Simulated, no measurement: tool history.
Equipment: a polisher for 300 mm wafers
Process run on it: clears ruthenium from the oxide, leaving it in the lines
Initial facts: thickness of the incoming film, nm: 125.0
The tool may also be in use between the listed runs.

| run | hour | flow of slurry (ml/min) | pressure of the wafer on the pad (psi) | speed of the pad under the wafer (cm/s) | overpolish time after the end point (s) | time until the end point was called (s) |
|---|---|---|---|---|---|---|
| 1 | 0 | 295 | 2.2 | 120 | 29 | 73.069 |
| 2 | 0.8 | 290 | 1.8 | 102 | 29 | 106.16 |
| 3 | 5.6 | 290 | 1.3 | 102 | 29 | 144.03 |
| 4 | 9.8 | 290 | 1.3 | 132 | 29 | 110.37 |
| 5 | 16.6 | 285 | 1.2 | 114 | 29 | 135.84 |
| 6 | 21 | 250 | 1.2 | 114 | 29 | 136.64 |
| 7 | 22.1 | 250 | 1.1 | 102 | 29 | 169.45 |
| 8 | 24 | 240 | 1.1 | 98 | 29 | 173.84 |
| 9 | 24.9 | 235 | 1.1 | 94 | 29 | 186.72 |
| 10 | 31.9 | 225 | 1.1 | 94 | 29 | 188.1 |
| 11 | 32.7 | 215 | 1.1 | 94 | 29 | 185.21 |
| 12 | 38.2 | 210 | 1.1 | 92 | 29 | 190.14 |
| 13 | 40.6 | 205 | 1.1 | 92 | 29 | 191.65 |
| 14 | 47 | 200 | 1.1 | 92 | 29 | 194.88 |
| 15 | 50.7 | 195 | 1.1 | 92 | 29 | 192.55 |

Estimate the outcome of run 16 from the log above:
| 16 | 55.6 | 195 | 1 | 88 | 29 | ? |

Run 16 came out at time until the end point was called (s) 219.49.
